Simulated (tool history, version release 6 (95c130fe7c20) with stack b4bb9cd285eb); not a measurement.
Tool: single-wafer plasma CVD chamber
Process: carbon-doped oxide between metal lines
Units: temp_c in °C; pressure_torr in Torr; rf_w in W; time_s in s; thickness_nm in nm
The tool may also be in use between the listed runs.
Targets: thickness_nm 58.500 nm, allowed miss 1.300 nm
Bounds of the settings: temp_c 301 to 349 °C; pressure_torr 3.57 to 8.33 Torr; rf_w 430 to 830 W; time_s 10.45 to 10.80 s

run,hour,temp_c,pressure_torr,rf_w,time_s,thickness_nm
1,0.0,325,5.95,630,10.45,68.372
2,1.6,325,5.95,600,10.45,66.892
3,2.8,325,5.95,600,10.80,69.290
4,10.1,325,5.95,600,10.80,68.566
5,11.7,325,5.95,540,10.80,65.271
6,13.5,316,5.95,540,10.80,67.592
7,17.4,321,5.68,525,10.79,65.329
8,20.6,333,4.90,445,10.73,56.282
9,28.9,332,4.97,450,10.73,56.745

4 next moves are on the table. One of them brings every result within its allowed miss. Which?
A,37.2,327,4.61,515,10.45,?
B,37.2,318,4.09,510,10.80,?
C,37.2,329,4.92,435,10.52,?
D,37.2,319,5.19,450,10.80,?

move,thickness_nm
A,58.758
B,61.544
C,55.020
D,60.425
A: meets every target
B: takes the result that was furthest off past its target
C: further off than the last run
D: takes the result that was furthest off past its target
The right move is A.

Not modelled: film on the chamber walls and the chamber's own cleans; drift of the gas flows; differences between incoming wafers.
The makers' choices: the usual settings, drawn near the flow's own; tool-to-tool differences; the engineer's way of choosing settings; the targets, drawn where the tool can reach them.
